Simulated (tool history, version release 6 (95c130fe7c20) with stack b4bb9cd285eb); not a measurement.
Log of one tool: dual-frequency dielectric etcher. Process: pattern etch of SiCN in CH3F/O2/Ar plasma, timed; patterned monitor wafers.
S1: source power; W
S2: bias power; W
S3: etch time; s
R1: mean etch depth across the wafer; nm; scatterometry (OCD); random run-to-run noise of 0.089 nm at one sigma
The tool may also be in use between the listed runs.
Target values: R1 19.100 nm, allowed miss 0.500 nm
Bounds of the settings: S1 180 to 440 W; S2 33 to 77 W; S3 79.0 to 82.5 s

Run 1, hour 0.0: S1 310 W, S2 55 W, S3 79.0 s. Result: R1 24.650 nm.
Run 2, hour 4.4: S1 310 W, S2 55 W, S3 79.0 s. Result: R1 24.996 nm.
Run 3, hour 6.7: S1 270 W, S2 50 W, S3 79.0 s. Result: R1 22.722 nm.
Run 4, hour 8.4: S1 250 W, S2 47 W, S3 79.0 s. Result: R1 21.074 nm.
Run 5, hour 12.8: S1 250 W, S2 52 W, S3 79.0 s. Result: R1 21.947 nm.
Run 6, hour 18.8: S1 230 W, S2 51 W, S3 79.0 s. Result: R1 20.790 nm.
Run 7, hour 20.4: S1 220 W, S2 51 W, S3 79.0 s. Result: R1 20.323 nm.
Run 8, hour 21.1: S1 210 W, S2 51 W, S3 79.0 s. Result: R1 20.012 nm.

Below are 5 possible settings for the next run. Only one of them brings all results inside the allowed miss of their targets. Which is it?
Run A, hour 21.8: S1 180 W, S2 51 W, S3 79.0 s. Result: R1 ?.
Run B, hour 21.8: S1 190 W, S2 45 W, S3 80.0 s. Result: R1 ?.
Run C, hour 21.8: S1 240 W, S2 46 W, S3 79.5 s. Result: R1 ?.
Run D, hour 21.8: S1 230 W, S2 46 W, S3 82.5 s. Result: R1 ?.
Run E, hour 21.8: S1 180 W, S2 60 W, S3 80.0 s. Result: R1 ?.

move      R1
   A  17.795
   B  18.001
   C  20.535
   D  20.831
   E  19.097
A: moves the result that the last run missed by most past its target, out the other side
B: moves the result that the last run missed by most past its target, out the other side
C: further off than the last run
D: further off than the last run
E: all results in spec
Correct choice: E, which meets every target
